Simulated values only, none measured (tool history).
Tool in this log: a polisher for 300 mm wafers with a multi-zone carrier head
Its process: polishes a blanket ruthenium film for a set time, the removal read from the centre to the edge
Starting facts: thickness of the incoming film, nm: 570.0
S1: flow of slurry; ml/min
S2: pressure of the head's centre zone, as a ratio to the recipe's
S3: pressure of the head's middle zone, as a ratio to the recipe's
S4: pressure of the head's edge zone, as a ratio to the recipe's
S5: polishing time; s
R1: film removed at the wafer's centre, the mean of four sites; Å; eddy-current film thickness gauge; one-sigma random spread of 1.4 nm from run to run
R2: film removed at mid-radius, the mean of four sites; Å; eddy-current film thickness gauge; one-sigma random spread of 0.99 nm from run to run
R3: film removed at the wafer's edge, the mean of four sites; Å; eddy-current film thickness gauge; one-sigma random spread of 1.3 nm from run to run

| run | hour | S1 | S2 | S3 | S4 | S5 | R1 | R2 | R3 |
|---|---|---|---|---|---|---|---|---|---|
| 1 | 0.0 | 145 | 1.00 | 1.00 | 1.00 | 83 | 823.66 | 821.32 | 868.74 |
| 2 | 4.4 | 150 | 1.00 | 0.99 | 1.03 | 87 | 862.69 | 872.13 | 912.30 |
| 3 | 5.1 | 150 | 1.00 | 1.07 | 1.03 | 87 | 873.58 | 926.41 | 918.45 |
| 4 | 10.1 | 150 | 1.00 | 1.03 | 1.05 | 92 | 891.67 | 957.20 | 971.37 |
| 5 | 16.4 | 150 | 1.02 | 0.99 | 1.07 | 96 | 973.95 | 962.28 | 1030.50 |
| 6 | 25.3 | 150 | 1.02 | 0.97 | 1.09 | 99 | 994.35 | 960.30 | 1074.10 |
| 7 | 30.8 | 155 | 1.02 | 0.96 | 1.11 | 101 | 1027.10 | 986.13 | 1102.00 |
| 8 | 36.8 | 155 | 1.02 | 0.95 | 1.12 | 103 | 1032.00 | 995.78 | 1102.30 |
| 9 | 39.0 | 145 | 1.02 | 0.95 | 1.13 | 106 | 1064.50 | 1013.90 | 1125.20 |

Run 10 is up next; what results do you expect?
| 10 | 41.1 | 155 | 1.02 | 0.94 | 1.14 | 107 | ? | ? | ? |

{"run 10": {"R1": 1087.8, "R2": 1028.1, "R3": 1168.5}}
